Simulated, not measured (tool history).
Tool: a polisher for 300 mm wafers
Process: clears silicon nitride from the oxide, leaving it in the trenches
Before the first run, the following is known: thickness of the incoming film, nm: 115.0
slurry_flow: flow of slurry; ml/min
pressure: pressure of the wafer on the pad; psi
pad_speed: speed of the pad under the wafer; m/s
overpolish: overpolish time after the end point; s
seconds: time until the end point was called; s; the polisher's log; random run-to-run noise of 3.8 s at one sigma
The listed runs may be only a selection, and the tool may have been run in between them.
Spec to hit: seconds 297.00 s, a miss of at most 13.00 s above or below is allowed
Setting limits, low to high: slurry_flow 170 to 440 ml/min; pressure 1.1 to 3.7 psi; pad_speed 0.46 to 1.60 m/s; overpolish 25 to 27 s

| run | hour | slurry_flow | pressure | pad_speed | overpolish | seconds |
|---|---|---|---|---|---|---|
| 1 | 0.0 | 280 | 2.4 | 1.02 | 25 | 163.63 |
| 2 | 0.5 | 280 | 2.1 | 1.00 | 25 | 183.74 |
| 3 | 5.3 | 235 | 2.1 | 1.00 | 25 | 187.86 |
| 4 | 13.2 | 235 | 2.1 | 0.80 | 25 | 235.46 |
| 5 | 15.8 | 235 | 2.0 | 0.80 | 25 | 249.38 |
| 6 | 18.0 | 235 | 2.5 | 0.80 | 25 | 204.66 |
| 7 | 23.9 | 235 | 2.3 | 0.80 | 25 | 216.78 |
| 8 | 32.7 | 235 | 2.1 | 0.80 | 25 | 232.50 |
| 9 | 37.9 | 235 | 2.0 | 0.80 | 25 | 241.64 |
| 10 | 43.5 | 235 | 1.9 | 0.80 | 25 | 249.42 |
| 11 | 44.9 | 235 | 1.8 | 0.80 | 25 | 263.09 |
| 12 | 49.5 | 235 | 1.7 | 0.80 | 25 | 266.63 |

Exercise: of the 5 proposed moves below, exactly one satisfies all targets within the stated allowed misses. Which move is it?
| A | 54.1 | 175 | 1.7 | 0.74 | 25 | ? |
| B | 54.1 | 215 | 2.7 | 0.66 | 27 | ? |
| C | 54.1 | 260 | 1.5 | 1.00 | 25 | ? |
| D | 54.1 | 275 | 1.9 | 0.88 | 25 | ? |
| E | 54.1 | 230 | 1.6 | 1.04 | 25 | ? |

| move | seconds |
|---|---|
| A | 296.05 |
| B | 230.29 |
| C | 232.66 |
| D | 222.66 |
| E | 216.68 |
A: every result lands within tolerance
B: its largest miss is bigger than the last run's
C: its largest miss is bigger than the last run's
D: its largest miss is bigger than the last run's
E: its largest miss is bigger than the last run's
The move that meets every target is A.

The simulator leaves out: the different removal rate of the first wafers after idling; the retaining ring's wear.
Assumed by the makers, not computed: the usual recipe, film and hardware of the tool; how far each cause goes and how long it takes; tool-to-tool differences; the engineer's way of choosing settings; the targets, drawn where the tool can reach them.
